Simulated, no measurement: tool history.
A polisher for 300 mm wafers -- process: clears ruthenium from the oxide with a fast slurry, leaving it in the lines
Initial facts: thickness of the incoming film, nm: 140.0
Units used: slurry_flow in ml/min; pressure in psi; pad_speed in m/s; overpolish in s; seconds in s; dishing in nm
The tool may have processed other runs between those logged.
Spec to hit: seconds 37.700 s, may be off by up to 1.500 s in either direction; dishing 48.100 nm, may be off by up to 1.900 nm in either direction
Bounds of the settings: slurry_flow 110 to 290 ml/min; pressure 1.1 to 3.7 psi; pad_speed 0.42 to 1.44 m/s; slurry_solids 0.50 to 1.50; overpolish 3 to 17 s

run	day	slurry_flow	pressure	pad_speed	slurry_solids	overpolish	seconds	dishing
1	0.000	185	2.4	0.92	1.00	9	46.410	25.188
2	0.079	150	2.4	0.92	1.00	9	49.482	24.890
3	0.146	175	2.4	0.92	1.00	9	46.363	25.127
4	0.292	175	2.4	0.92	0.85	9	51.089	24.361
5	0.621	175	2.7	0.92	0.80	10	46.193	28.894
6	0.871	175	2.7	0.92	0.80	12	46.650	33.359
7	0.896	180	2.8	0.92	0.80	13	44.576	37.501
8	1.054	180	2.8	0.92	0.80	13	43.806	36.564
9	1.088	185	2.9	0.92	0.80	14	42.651	40.420
10	1.150	190	3.0	0.92	0.80	14	41.424	42.720
11	1.338	190	3.0	0.92	0.80	14	40.785	42.233
12	1.538	190	3.1	0.92	0.80	14	39.966	43.265
13	1.617	190	3.2	0.92	0.80	14	37.658	44.298
14	1.817	190	3.2	0.92	0.80	14	38.587	45.133
15	1.992	190	3.3	0.92	0.80	14	37.508	45.941
16	2.238	185	3.3	0.92	0.80	14	37.944	45.029
17	2.292	185	3.3	0.92	0.80	14	37.186	45.935
18	2.521	180	3.3	0.92	0.80	14	38.224	45.396

Below are 5 possible settings for the next run. Only one of them brings all results inside the allowed miss of their targets. Which is it?
A	2.750	110	3.0	1.02	1.10	17	?	?
B	2.750	165	3.0	1.08	0.60	15	?	?
C	2.750	210	3.2	0.90	0.70	14	?	?
D	2.750	210	3.3	0.92	0.75	15	?	?
E	2.750	235	3.6	0.70	0.95	13	?	?

move	seconds	dishing
A	38.007	52.114
B	42.521	43.065
C	40.927	41.982
D	38.006	47.189
E	37.438	42.507
A: takes the biggest miss from the last run beyond its target
B: misses by more than the last run did
C: misses by more than the last run did
D: all results in spec
E: misses by more than the last run did
D is the move that brings every result within its allowed miss.
